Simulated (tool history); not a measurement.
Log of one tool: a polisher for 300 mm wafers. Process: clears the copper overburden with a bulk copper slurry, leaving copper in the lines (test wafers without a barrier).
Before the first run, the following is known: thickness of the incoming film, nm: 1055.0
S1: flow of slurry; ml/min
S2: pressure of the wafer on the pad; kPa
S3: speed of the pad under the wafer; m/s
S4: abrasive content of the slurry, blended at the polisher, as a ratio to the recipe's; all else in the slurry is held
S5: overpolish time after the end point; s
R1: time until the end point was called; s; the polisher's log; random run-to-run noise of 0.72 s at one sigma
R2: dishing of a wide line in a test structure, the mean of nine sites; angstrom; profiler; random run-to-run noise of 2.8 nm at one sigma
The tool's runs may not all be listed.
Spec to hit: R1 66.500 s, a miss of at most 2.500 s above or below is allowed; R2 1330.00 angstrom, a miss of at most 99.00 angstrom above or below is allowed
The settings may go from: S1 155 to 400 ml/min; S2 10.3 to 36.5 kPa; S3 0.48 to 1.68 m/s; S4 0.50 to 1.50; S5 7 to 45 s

run  hour   S1    S2    S3    S4  S5      R1       R2
  1   0.0  255  23.4  1.08  1.00  23  85.128  1135.70
  2   4.5  290  23.4  1.08  1.00  23  83.888  1141.30
  3  11.1  290  24.1  1.08  1.00  23  80.953  1157.80
  4  16.5  290  24.1  1.08  1.00  18  80.575  1050.60
  5  21.7  290  24.8  1.08  1.00  19  78.670  1067.20
  6  29.0  290  25.5  1.08  1.00  20  77.296  1148.30
  7  33.7  290  26.2  1.08  1.00  20  76.058  1133.00
  8  41.8  290  26.9  1.08  1.00  20  73.295  1188.20
  9  42.6  290  28.3  1.08  1.00  21  70.204  1206.90

5 candidate next runs follow, results not yet known. Just one meets every target within its allowed miss. Identify it.
  A  43.4  260  27.6  0.96  1.10  24   ?   ?
  B  43.4  235  29.6  1.08  1.10  26   ?   ?
  C  43.4  315  26.9  1.04  1.10  17   ?   ?
  D  43.4  240  31.0  0.86  0.90  28   ?   ?
  E  43.4  280  31.7  1.00  0.95  12   ?   ?

move      R1       R2
   A  76.338  1247.00
   B  66.870  1358.80
   C  73.393  1083.60
   D  75.512  1348.40
   E  66.191   962.53
A: the biggest miss grows against the last run
B: meets every target
C: the biggest miss grows against the last run
D: the biggest miss grows against the last run
E: brings the last run's worst result on target, with another outside its allowed miss
The move that meets every target is B.
